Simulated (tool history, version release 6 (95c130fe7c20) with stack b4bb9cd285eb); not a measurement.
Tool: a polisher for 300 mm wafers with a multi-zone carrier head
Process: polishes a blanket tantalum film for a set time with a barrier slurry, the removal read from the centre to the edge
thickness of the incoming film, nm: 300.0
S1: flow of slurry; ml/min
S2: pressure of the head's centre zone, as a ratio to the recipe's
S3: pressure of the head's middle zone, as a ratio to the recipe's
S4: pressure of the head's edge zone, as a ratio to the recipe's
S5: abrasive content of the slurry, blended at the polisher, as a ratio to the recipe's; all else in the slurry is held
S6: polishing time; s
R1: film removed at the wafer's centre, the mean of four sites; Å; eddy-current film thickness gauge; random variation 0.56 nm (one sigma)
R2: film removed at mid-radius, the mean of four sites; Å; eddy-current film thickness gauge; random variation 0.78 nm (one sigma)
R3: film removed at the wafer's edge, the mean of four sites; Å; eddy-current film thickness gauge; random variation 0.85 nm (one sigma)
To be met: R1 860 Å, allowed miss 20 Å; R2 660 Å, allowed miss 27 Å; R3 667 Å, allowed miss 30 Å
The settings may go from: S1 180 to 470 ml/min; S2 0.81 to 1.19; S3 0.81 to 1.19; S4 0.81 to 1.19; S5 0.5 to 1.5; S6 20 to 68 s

run 1 hour=0 | S1=300 S2=1 S3=1 S4=1 S5=1 S6=44 | R1=626.15 R2=624.39 R3=596.01
run 2 hour=1.9 | S1=300 S2=1 S3=1 S4=1 S5=1 S6=53 | R1=749.4 R2=749.06 R3=736.52
run 3 hour=8.4 | S1=300 S2=1 S3=1 S4=0.95 S5=1 S6=53 | R1=747.51 R2=737.03 R3=706.43
run 4 hour=16.2 | S1=300 S2=0.92 S3=1 S4=0.95 S5=1 S6=53 | R1=690.95 R2=743.48 R3=720.3
-- hour=21.5 slurry nozzle cleaned
run 5 hour=21.5 | S1=320 S2=0.99 S3=0.96 S4=0.93 S5=1 S6=53 | R1=768.52 R2=738.05 R3=732.64
run 6 hour=26 | S1=320 S2=0.99 S3=0.96 S4=0.89 S5=1 S6=53 | R1=769.13 R2=741.83 R3=715.07
run 7 hour=35 | S1=335 S2=1.03 S3=0.93 S4=0.88 S5=0.9 S6=53 | R1=765.14 R2=721.53 R3=697.1
run 8 hour=39.5 | S1=345 S2=1.08 S3=0.9 S4=0.87 S5=0.9 S6=52 | R1=798.77 R2=677.69 R3=662.57
run 9 hour=41.1 | S1=360 S2=1.1 S3=0.89 S4=0.88 S5=0.9 S6=52 | R1=807.21 R2=662.1 R3=663.25

Which of these 4 next moves meets every target?
run A hour=42.7 | S1=305 S2=1.15 S3=0.86 S4=0.84 S5=0.95 S6=52 | R1=? R2=? R3=?
run B hour=42.7 | S1=355 S2=1.18 S3=0.97 S4=0.9 S5=0.95 S6=50 | R1=? R2=? R3=?
run C hour=42.7 | S1=360 S2=1.05 S3=0.86 S4=0.89 S5=1 S6=55 | R1=? R2=? R3=?
run D hour=42.7 | S1=405 S2=1.16 S3=0.94 S4=0.93 S5=0.85 S6=56 | R1=? R2=? R3=?

move=A R1=852.77 R2=659.62 R3=665.68
move=B R1=852.26 R2=708.87 R3=665.14
move=C R1=851.61 R2=719.86 R3=743.2
move=D R1=906.87 R2=746.72 R3=729.07
A: meets every target
B: brings the result that was furthest off to its target, and leaves another outside
C: brings the result that was furthest off to its target, and leaves another outside
D: takes the result that was furthest off past its target
Answer: A
